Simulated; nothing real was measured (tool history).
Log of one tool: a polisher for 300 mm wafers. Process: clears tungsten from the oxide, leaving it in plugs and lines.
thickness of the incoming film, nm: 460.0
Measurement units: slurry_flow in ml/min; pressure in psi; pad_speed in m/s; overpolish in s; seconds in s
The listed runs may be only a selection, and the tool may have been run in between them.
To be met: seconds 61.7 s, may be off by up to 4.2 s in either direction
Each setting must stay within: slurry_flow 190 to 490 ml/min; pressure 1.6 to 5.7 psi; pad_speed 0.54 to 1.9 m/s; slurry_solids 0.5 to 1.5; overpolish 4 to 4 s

run,day,slurry_flow,pressure,pad_speed,slurry_solids,overpolish,seconds
1,0,315,3.6,1.22,1,4,90.944
2,0.212,315,4.5,1.22,1,4,74.815
3,0.242,315,3.9,1.22,1,4,84.4
4,0.275,315,3.3,1.22,1,4,104.11
5,0.396,315,3.5,1.24,1,4,90.678
6,0.533,315,3.5,1.24,1.15,4,91.735
# day 0.592: worn pad replaced by a new one
7,0.592,315,3.7,1.26,1.15,4,75.784
8,0.712,315,3.7,1.26,1.15,4,74.946
9,1.079,315,3.8,1.26,1.15,4,72.317

Of the 5 settings listed for the next run, only one would bring every result within its allowed miss of target. Which one?
A,1.446,385,3.7,1.46,1.15,4,?
B,1.446,325,3,1.38,1.25,4,?
C,1.446,315,4.2,0.96,1.1,4,?
D,1.446,345,3.1,1.22,1.1,4,?
E,1.446,255,4,1.12,1.25,4,?

move,seconds
A,63.808
B,81.318
C,87.29
D,92.294
E,77.02
A: each result inside its tolerance
B: moves away from the targets compared with the last run
C: moves away from the targets compared with the last run
D: moves away from the targets compared with the last run
E: moves away from the targets compared with the last run
Go with A: it meets all targets.

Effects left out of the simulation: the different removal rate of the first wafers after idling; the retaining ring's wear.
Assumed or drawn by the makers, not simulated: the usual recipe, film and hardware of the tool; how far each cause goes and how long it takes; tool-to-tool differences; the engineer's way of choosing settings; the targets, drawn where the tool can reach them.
